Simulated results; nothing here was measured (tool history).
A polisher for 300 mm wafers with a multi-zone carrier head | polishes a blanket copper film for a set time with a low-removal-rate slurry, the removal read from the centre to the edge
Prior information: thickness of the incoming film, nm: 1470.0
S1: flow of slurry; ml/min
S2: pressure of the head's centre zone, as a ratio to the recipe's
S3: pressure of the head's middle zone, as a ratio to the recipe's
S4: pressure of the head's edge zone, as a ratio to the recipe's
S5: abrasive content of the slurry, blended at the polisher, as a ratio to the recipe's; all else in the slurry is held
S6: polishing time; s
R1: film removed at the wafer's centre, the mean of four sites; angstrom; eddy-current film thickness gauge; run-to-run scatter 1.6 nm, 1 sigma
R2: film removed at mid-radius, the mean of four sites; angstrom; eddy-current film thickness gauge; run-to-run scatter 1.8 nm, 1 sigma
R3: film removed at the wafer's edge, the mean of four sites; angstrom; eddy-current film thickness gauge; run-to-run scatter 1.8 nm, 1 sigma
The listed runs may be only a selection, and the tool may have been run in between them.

run,hour,S1,S2,S3,S4,S5,S6,R1,R2,R3
1,0,185,1,1,1,1,51,867.95,858.51,856.99
2,3,185,1,1,1,0.85,51,855.18,857.9,822.83
3,5,185,0.96,1,1,0.85,51,796.84,852.32,837.12
4,9.2,190,0.97,1.04,1.02,1,55,913.32,953.61,940.94
5,16.1,190,0.97,1.04,1.02,0.8,55,883.16,924.43,909.36
6,22.3,195,0.96,1.07,1.01,0.95,59,952.53,1110.2,994.29

Predict the results of run 7:
7,27.5,200,0.97,1.08,1.04,1.05,60,?,?,?

{"run 7": {"R1": 1004.8, "R2": 1129.3, "R3": 1046.5}}
